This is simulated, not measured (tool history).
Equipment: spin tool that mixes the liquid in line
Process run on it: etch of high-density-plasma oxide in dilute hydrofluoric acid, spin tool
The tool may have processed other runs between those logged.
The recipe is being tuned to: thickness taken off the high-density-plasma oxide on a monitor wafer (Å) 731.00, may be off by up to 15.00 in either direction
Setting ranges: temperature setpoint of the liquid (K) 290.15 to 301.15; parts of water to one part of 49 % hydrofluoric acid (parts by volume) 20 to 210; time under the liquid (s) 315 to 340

run,hour,temperature setpoint of the liquid (K),parts of water to one part of 49 % hydrofluoric acid (parts by volume),time under the liquid (s),thickness taken off the high-density-plasma oxide on a monitor wafer (Å)
1,0.0,293.15,115,315,185.73
2,2.4,295.65,115,315,204.20
3,9.3,296.15,100,320,249.48
4,10.8,296.65,90,320,288.51
5,18.9,296.65,65,320,413.58
6,26.2,297.15,60,320,454.75
7,30.1,301.15,25,320,1353.40
8,37.9,300.65,25,320,1315.40
9,46.7,300.15,25,320,1302.60
10,49.8,300.15,25,320,1294.60
11,56.6,299.65,25,320,1269.00
12,62.5,298.65,25,320,1227.60
13,65.9,297.65,25,320,1160.80
14,71.0,296.65,25,320,1120.10
15,72.8,295.65,25,320,1069.30
16,75.2,295.15,25,320,1058.20
17,83.3,294.65,25,320,1027.90
18,88.2,294.65,25,320,1037.60
19,92.3,294.15,25,320,1006.00
20,97.6,290.15,45,320,458.94
21,103.7,291.15,45,320,480.43
22,104.7,291.65,45,320,495.57
23,109.3,292.15,45,320,503.66
24,111.9,292.65,45,320,509.15
25,115.6,292.65,45,320,513.54
26,120.2,296.65,40,320,689.70
27,124.7,297.15,40,320,708.04

Below are 5 possible settings for the next run. Only one of them brings all results inside the allowed miss of their targets. Which is it?
A,129.2,296.65,40,340,?
B,129.2,298.15,40,340,?
C,129.2,296.65,40,320,?
D,129.2,299.15,40,320,?
E,129.2,297.65,45,340,?

move,thickness taken off the high-density-plasma oxide on a monitor wafer (Å)
A,735.29
B,782.41
C,692.04
D,767.22
E,676.69
A: all results land within tolerance of their targets
B: takes the biggest miss from the last run beyond its target
C: the biggest miss grows against the last run
D: takes the biggest miss from the last run beyond its target
E: the biggest miss grows against the last run
Move A is the one to make.
